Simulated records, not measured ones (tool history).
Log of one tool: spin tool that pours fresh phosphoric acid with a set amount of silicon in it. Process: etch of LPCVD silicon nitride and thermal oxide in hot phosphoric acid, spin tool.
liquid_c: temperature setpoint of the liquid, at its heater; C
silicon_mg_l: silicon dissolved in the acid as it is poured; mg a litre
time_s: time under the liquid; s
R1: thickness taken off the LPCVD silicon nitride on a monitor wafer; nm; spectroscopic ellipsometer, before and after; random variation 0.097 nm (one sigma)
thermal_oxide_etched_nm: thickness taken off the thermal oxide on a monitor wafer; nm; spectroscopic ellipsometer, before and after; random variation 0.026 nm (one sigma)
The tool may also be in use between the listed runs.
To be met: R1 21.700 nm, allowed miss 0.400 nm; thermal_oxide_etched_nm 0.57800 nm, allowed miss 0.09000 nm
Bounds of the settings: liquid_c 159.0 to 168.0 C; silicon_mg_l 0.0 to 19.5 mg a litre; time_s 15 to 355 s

run 1 hour=0.0 | liquid_c=164.0 silicon_mg_l=8.5 time_s=180 | R1=17.244 thermal_oxide_etched_nm=0.59271
run 2 hour=8.5 | liquid_c=162.5 silicon_mg_l=8.5 time_s=180 | R1=16.471 thermal_oxide_etched_nm=0.44199
run 3 hour=11.6 | liquid_c=162.5 silicon_mg_l=6.5 time_s=180 | R1=16.451 thermal_oxide_etched_nm=0.45764
run 4 hour=19.3 | liquid_c=161.0 silicon_mg_l=6.5 time_s=180 | R1=15.682 thermal_oxide_etched_nm=0.48252
run 5 hour=22.2 | liquid_c=162.0 silicon_mg_l=7.5 time_s=185 | R1=16.479 thermal_oxide_etched_nm=0.45612
run 6 hour=30.6 | liquid_c=162.0 silicon_mg_l=7.5 time_s=125 | R1=11.220 thermal_oxide_etched_nm=0.34785
run 7 hour=38.9 | liquid_c=163.0 silicon_mg_l=9.0 time_s=140 | R1=13.067 thermal_oxide_etched_nm=0.35214
run 8 hour=43.8 | liquid_c=164.0 silicon_mg_l=10.0 time_s=150 | R1=14.461 thermal_oxide_etched_nm=0.43481
run 9 hour=46.5 | liquid_c=164.0 silicon_mg_l=10.0 time_s=150 | R1=14.371 thermal_oxide_etched_nm=0.43956
run 10 hour=48.5 | liquid_c=166.5 silicon_mg_l=15.5 time_s=220 | R1=22.953 thermal_oxide_etched_nm=0.67877
run 11 hour=55.5 | liquid_c=166.0 silicon_mg_l=15.5 time_s=220 | R1=22.604 thermal_oxide_etched_nm=0.64944
run 12 hour=61.6 | liquid_c=165.5 silicon_mg_l=15.5 time_s=220 | R1=22.133 thermal_oxide_etched_nm=0.60813

4 next moves are on the table. One of them brings every result within its allowed miss. Which?
run A hour=67.7 | liquid_c=165.0 silicon_mg_l=17.5 time_s=220 | R1=? thermal_oxide_etched_nm=?
run B hour=67.7 | liquid_c=167.0 silicon_mg_l=6.0 time_s=205 | R1=? thermal_oxide_etched_nm=?
run C hour=67.7 | liquid_c=168.0 silicon_mg_l=9.5 time_s=210 | R1=? thermal_oxide_etched_nm=?
run D hour=67.7 | liquid_c=164.5 silicon_mg_l=18.0 time_s=235 | R1=? thermal_oxide_etched_nm=?

move=A R1=21.854 thermal_oxide_etched_nm=0.57432
move=B R1=21.739 thermal_oxide_etched_nm=0.80773
move=C R1=23.004 thermal_oxide_etched_nm=0.82535
move=D R1=22.964 thermal_oxide_etched_nm=0.58375
A: meets every target
B: brings the result that was furthest off to its target, and leaves another outside
C: further off than the last run
D: further off than the last run
Move A is the one to make.

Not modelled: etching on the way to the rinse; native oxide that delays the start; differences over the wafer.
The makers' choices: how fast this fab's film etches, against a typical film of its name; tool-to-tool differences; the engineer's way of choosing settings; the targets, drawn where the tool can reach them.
